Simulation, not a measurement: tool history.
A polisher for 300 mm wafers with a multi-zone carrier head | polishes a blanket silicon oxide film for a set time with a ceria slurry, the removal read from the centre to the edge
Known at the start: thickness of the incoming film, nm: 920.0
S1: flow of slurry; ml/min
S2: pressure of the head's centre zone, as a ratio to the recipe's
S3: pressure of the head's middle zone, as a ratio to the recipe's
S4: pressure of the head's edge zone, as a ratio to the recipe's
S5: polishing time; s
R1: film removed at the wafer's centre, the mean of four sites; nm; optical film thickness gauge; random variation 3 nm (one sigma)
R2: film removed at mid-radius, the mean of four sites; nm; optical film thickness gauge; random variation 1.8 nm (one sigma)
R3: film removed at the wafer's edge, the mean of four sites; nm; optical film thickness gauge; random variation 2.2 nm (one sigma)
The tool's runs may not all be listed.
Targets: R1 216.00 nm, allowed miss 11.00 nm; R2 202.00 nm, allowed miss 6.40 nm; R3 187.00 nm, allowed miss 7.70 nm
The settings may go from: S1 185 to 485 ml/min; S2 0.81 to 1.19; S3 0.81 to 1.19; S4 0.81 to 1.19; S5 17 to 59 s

run 1 day=0.000 | S1=310 S2=1.00 S3=1.00 S4=1.00 S5=38 | R1=236.15 R2=228.10 R3=224.42
run 2 day=0.229 | S1=310 S2=1.01 S3=1.00 S4=0.96 S5=37 | R1=225.76 R2=227.14 R3=214.44
run 3 day=0.367 | S1=310 S2=1.01 S3=1.07 S4=0.96 S5=37 | R1=225.72 R2=235.04 R3=215.87
run 4 day=0.392 | S1=310 S2=1.01 S3=1.02 S4=0.96 S5=37 | R1=234.75 R2=221.74 R3=214.83
run 5 day=0.575 | S1=310 S2=1.01 S3=1.02 S4=0.96 S5=28 | R1=172.45 R2=170.02 R3=163.87
run 6 day=0.792 | S1=310 S2=1.01 S3=1.02 S4=0.96 S5=20 | R1=122.49 R2=121.38 R3=114.96
run 7 day=1.012 | S1=315 S2=1.04 S3=1.04 S4=0.98 S5=24 | R1=154.03 R2=148.05 R3=142.16
run 8 day=1.150 | S1=330 S2=1.07 S3=1.08 S4=1.00 S5=25 | R1=166.62 R2=159.63 R3=148.88
run 9 day=1.421 | S1=335 S2=1.09 S3=1.11 S4=1.03 S5=26 | R1=175.12 R2=171.94 R3=159.55
run 10 day=1.725 | S1=345 S2=1.12 S3=1.13 S4=1.05 S5=27 | R1=186.46 R2=184.72 R3=164.69
run 11 day=1.946 | S1=345 S2=1.14 S3=1.12 S4=1.08 S5=28 | R1=189.39 R2=186.45 R3=176.02
run 12 day=2.150 | S1=355 S2=1.16 S3=1.12 S4=1.07 S5=29 | R1=208.89 R2=192.05 R3=179.68
run 13 day=2.500 | S1=360 S2=1.16 S3=1.13 S4=1.08 S5=29 | R1=207.31 R2=194.98 R3=183.21

4 next moves are on the table. One of them brings every result within its allowed miss. Which?
run A day=2.850 | S1=390 S2=1.19 S3=1.07 S4=0.98 S5=29 | R1=? R2=? R3=?
run B day=2.850 | S1=380 S2=1.19 S3=1.09 S4=1.05 S5=29 | R1=? R2=? R3=?
run C day=2.850 | S1=355 S2=1.08 S3=1.09 S4=1.12 S5=29 | R1=? R2=? R3=?
run D day=2.850 | S1=365 S2=1.19 S3=1.18 S4=1.17 S5=29 | R1=? R2=? R3=?

move=A R1=212.38 R2=184.15 R3=174.20
move=B R1=211.95 R2=186.57 R3=179.82
move=C R1=191.52 R2=185.66 R3=184.98
move=D R1=211.34 R2=198.53 R3=189.30
A: further off than the last run
B: further off than the last run
C: further off than the last run
D: meets every target
Answer: D
